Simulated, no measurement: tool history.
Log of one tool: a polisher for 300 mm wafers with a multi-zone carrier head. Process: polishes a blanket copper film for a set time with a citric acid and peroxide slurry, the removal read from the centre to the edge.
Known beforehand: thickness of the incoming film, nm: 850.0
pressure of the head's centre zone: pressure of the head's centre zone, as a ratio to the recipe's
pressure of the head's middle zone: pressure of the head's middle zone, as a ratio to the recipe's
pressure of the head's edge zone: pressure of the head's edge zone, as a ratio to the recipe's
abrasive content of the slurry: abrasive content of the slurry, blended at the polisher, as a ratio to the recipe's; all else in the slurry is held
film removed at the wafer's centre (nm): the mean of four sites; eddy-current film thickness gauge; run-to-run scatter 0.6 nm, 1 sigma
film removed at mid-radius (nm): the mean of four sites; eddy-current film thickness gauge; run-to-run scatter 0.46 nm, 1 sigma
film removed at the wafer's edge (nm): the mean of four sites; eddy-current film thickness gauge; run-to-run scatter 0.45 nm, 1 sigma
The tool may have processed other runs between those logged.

run,hour,flow of slurry (ml/min),pressure of the head's centre zone,pressure of the head's middle zone,pressure of the head's edge zone,abrasive content of the slurry,polishing time (s),film removed at the wafer's centre (nm),film removed at mid-radius (nm),film removed at the wafer's edge (nm)
1,0,145,1,1,1,1,46,71.709,71.211,71.849
2,7.8,145,1,1,0.98,0.95,43,67.095,66.546,64.313
3,11.7,140,0.98,0.98,0.97,0.9,41,59.527,62.652,61.611
4,17.4,140,0.98,1.06,0.97,0.9,41,62.195,64.831,61.686
5,23.9,140,0.98,1.05,0.96,0.85,39,59.17,60.012,57.144
6,32.9,140,0.97,1.05,0.95,0.8,38,56.702,57.231,54.584
7,41.1,140,0.96,1.05,0.94,0.75,37,50.973,55.274,52.631

Estimate the outcome of run 8 from the log above:
8,49.6,140,0.97,1.05,0.93,0.7,36,?,?,?

Run 8 measured film removed at the wafer's centre (nm) 50.674, film removed at mid-radius (nm) 52.884, film removed at the wafer's edge (nm) 49.501.

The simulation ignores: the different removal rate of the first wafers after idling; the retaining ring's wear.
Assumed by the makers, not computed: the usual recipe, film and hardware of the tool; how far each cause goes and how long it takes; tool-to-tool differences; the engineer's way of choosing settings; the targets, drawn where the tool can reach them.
